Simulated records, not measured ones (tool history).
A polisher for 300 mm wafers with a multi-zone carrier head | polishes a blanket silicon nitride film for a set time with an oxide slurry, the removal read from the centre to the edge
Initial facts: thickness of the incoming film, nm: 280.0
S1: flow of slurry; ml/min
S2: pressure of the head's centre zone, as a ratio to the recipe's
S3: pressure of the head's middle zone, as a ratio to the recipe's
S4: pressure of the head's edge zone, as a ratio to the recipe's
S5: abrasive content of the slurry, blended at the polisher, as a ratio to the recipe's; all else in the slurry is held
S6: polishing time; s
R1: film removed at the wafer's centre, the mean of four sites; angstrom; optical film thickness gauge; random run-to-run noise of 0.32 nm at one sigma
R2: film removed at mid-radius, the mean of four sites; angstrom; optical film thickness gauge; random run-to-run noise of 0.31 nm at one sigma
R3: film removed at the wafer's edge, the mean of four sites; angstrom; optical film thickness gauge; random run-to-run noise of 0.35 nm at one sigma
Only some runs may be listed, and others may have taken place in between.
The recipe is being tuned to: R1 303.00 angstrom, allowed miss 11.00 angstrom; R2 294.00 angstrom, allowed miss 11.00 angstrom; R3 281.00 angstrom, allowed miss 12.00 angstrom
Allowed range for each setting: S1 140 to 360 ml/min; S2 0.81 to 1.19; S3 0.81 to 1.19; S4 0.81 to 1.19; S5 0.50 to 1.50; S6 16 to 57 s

run    day   S1    S2    S3    S4    S5  S6      R1      R2      R3
  1  0.000  230  1.00  1.00  1.00  1.00  36  203.77  209.24  207.85
  2  0.158  230  1.00  1.00  1.00  0.90  36  195.78  192.21  195.89
  3  0.450  200  1.00  1.00  1.00  0.90  36  192.64  193.61  197.10
  4  0.579  200  1.00  1.00  1.00  1.00  36  200.79  197.57  204.11
  5  0.704  170  1.00  1.00  1.00  1.00  36  197.63  195.57  196.98
  6  0.938  195  1.04  1.03  1.03  1.10  36  216.87  215.39  218.62
  7  1.217  260  1.14  1.13  1.02  1.35  37  281.02  276.34  247.86
  8  1.396  265  1.14  1.13  1.05  1.40  37  285.91  272.03  256.13
  9  1.454  265  1.14  1.14  1.06  1.40  37  287.20  273.37  259.58
 10  1.717  265  1.14  1.15  1.07  1.40  37  288.84  276.68  259.81
 11  1.938  265  1.14  1.16  1.08  1.40  37  287.01  279.34  262.25

Below are 4 possible settings for the next run. Only one of them brings all results inside the allowed miss of their targets. Which is it?
  A  2.158  260  1.14  1.17  1.14  1.50  38   ?   ?   ?
  B  2.158  220  1.13  1.02  1.19  1.50  41   ?   ?   ?
  C  2.158  320  1.15  1.19  0.93  1.40  39   ?   ?   ?
  D  2.158  270  1.11  1.16  0.96  1.40  38   ?   ?   ?

move      R1      R2      R3
   A  301.27  294.21  284.20
   B  314.03  279.02  308.92
   C  311.31  304.72  261.34
   D  286.93  285.89  255.06
A: all results in spec
B: pushes the last run's worst result past its target
C: about as far from the targets as the last run
D: the biggest miss grows against the last run
Correct choice: A, which meets every target
